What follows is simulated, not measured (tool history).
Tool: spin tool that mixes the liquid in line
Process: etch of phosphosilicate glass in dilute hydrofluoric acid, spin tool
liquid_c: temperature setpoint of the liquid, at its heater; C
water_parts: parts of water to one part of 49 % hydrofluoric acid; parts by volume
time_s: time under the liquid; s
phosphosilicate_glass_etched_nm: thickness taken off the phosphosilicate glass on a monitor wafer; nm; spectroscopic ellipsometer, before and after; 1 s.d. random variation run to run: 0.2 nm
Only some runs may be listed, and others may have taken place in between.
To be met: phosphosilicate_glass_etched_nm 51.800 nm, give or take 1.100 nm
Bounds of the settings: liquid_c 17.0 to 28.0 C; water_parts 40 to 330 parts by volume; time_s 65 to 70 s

run,hour,liquid_c,water_parts,time_s,phosphosilicate_glass_etched_nm
1,0.0,20.0,185,65,19.176
2,2.8,17.0,185,65,17.179
3,8.1,18.0,175,65,18.908
4,14.4,19.0,165,65,21.023
5,18.1,19.0,165,65,21.342
6,24.5,20.0,155,65,23.814
7,33.3,21.0,150,65,25.713
# hour 36.7: thermometer replaced
8,36.7,21.5,145,65,25.567
9,44.4,22.0,135,65,28.043
10,48.6,22.5,125,65,31.589
11,54.4,23.0,120,65,33.696
12,56.6,23.5,115,65,35.980
13,62.8,27.5,85,65,59.230
14,71.5,26.5,85,65,56.676
15,77.0,25.5,85,65,54.572
16,78.4,25.0,85,65,53.408

Exactly one of the 4 candidate moves below puts every result within its allowed miss. Which one?
A,79.8,24.0,95,70,?
B,79.8,24.0,90,65,?
C,79.8,24.5,90,65,?
D,79.8,19.0,75,70,?

move,phosphosilicate_glass_etched_nm
A,49.141
B,48.466
C,49.440
D,51.939
A: carries the result that was furthest off beyond its target, to the other side
B: carries the result that was furthest off beyond its target, to the other side
C: carries the result that was furthest off beyond its target, to the other side
D: all results in spec
D meets every target.
